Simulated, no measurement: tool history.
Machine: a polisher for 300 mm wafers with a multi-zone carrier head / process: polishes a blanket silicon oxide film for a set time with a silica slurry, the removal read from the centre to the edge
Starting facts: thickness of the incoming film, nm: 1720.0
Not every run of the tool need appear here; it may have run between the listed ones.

run    day  flow of slurry (ml/min)  pressure of the head's centre zone  pressure of the head's middle zone  pressure of the head's edge zone  abrasive content of the slurry  polishing time (s)  film removed at the wafer's centre (Å)  film removed at mid-radius (Å)  film removed at the wafer's edge (Å)
  1  0.000                      205                                1.00                                1.00                              1.00                            1.00                  42                                  1154.8                          1105.0                                1157.5
  2  0.062                      180                                1.00                                1.00                              1.00                            1.00                  42                                  1123.9                          1057.4                                1128.9
  3  0.108                      200                                1.00                                1.03                              1.04                            1.10                  42                                  1169.7                          1152.5                                1186.7
  4  0.254                      215                                0.98                                1.03                              1.05                            1.20                  43                                  1190.6                          1304.2                                1263.9
  5  0.308                      215                                0.98                                1.03                              1.05                            1.00                  43                                  1156.6                          1213.5                                1219.2
  6  0.483                      255                                0.98                                1.03                              1.05                            1.00                  43                                  1187.1                          1232.0                                1212.4

Run 7 is up next; what results do you expect?
  7  0.633                      245                                0.98                                1.02                              1.06                            1.15                  45                                       ?                               ?                                     ?

{"run 7": {"film removed at the wafer's centre (Å)": 1325.8, "film removed at mid-radius (Å)": 1305.2, "film removed at the wafer's edge (Å)": 1349.4}}

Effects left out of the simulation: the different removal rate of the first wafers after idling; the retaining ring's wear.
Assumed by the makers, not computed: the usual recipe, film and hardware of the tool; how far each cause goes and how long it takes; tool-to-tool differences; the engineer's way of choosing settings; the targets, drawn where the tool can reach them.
